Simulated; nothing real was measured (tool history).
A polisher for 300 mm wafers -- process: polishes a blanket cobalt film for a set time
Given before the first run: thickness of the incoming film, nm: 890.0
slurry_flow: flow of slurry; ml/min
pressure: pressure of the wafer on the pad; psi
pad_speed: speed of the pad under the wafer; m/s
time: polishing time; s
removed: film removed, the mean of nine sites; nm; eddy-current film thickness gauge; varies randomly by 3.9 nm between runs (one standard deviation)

{"run": 1, "hour": 0.0, "slurry_flow": 250, "pressure": 2.0, "pad_speed": 1.28, "time": 61, "removed": 338.45}
{"run": 2, "hour": 2.6, "slurry_flow": 255, "pressure": 2.2, "pad_speed": 1.28, "time": 61, "removed": 369.72}
{"run": 3, "hour": 8.4, "slurry_flow": 260, "pressure": 2.4, "pad_speed": 1.28, "time": 61, "removed": 405.76}
{"run": 4, "hour": 9.6, "slurry_flow": 260, "pressure": 2.4, "pad_speed": 1.12, "time": 61, "removed": 360.38}
{"run": 5, "hour": 13.5, "slurry_flow": 260, "pressure": 2.0, "pad_speed": 1.12, "time": 61, "removed": 300.75}
{"run": 6, "hour": 14.1, "slurry_flow": 260, "pressure": 1.8, "pad_speed": 1.12, "time": 61, "removed": 275.61}
{"run": 7, "hour": 17.8, "slurry_flow": 265, "pressure": 2.2, "pad_speed": 1.14, "time": 61, "removed": 332.13}
{"run": 8, "hour": 23.8, "slurry_flow": 265, "pressure": 2.4, "pad_speed": 1.16, "time": 61, "removed": 370.27}
{"run": 9, "hour": 31.0, "slurry_flow": 265, "pressure": 2.4, "pad_speed": 1.16, "time": 61, "removed": 374.01}

Forecast run 10:
{"run": 10, "hour": 33.8, "slurry_flow": 270, "pressure": 2.6, "pad_speed": 1.16, "time": 61, "removed": "?"}

removed: 396.88 nm
